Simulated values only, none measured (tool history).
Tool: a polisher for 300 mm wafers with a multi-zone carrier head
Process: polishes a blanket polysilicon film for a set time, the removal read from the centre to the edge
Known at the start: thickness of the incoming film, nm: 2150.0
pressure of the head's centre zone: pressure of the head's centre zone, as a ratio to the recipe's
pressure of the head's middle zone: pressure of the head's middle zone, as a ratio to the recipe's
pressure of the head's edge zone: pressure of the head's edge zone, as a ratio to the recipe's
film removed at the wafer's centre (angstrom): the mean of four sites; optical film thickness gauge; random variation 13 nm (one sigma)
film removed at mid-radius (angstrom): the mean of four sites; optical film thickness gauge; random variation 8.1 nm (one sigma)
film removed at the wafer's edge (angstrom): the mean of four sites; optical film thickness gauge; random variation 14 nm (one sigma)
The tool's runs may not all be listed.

run,hour,flow of slurry (ml/min),pressure of the head's centre zone,pressure of the head's middle zone,pressure of the head's edge zone,polishing time (s),film removed at the wafer's centre (angstrom),film removed at mid-radius (angstrom),film removed at the wafer's edge (angstrom)
1,0,175,1,1,1,81,8259,7968.4,8080.6
2,7,185,1.04,1.01,1.03,84,8721.6,8347.1,8378.1
3,9.3,185,1.06,0.99,1.03,89,9402.5,8666.7,8897.5
4,15.5,185,1,0.99,1.03,89,9125,8668.3,8964.8
5,22.4,185,0.93,0.99,1.03,89,8227.8,8780.7,8878.4
6,28.4,185,0.98,0.99,1.04,92,9213.8,9092.9,9027

Run 7 comes next. What will it give?
7,32.5,195,1,0.97,1.04,94,?,?,?

Run 7 gave film removed at the wafer's centre (angstrom) 9648.5, film removed at mid-radius (angstrom) 9113.9, film removed at the wafer's edge (angstrom) 9662.4.

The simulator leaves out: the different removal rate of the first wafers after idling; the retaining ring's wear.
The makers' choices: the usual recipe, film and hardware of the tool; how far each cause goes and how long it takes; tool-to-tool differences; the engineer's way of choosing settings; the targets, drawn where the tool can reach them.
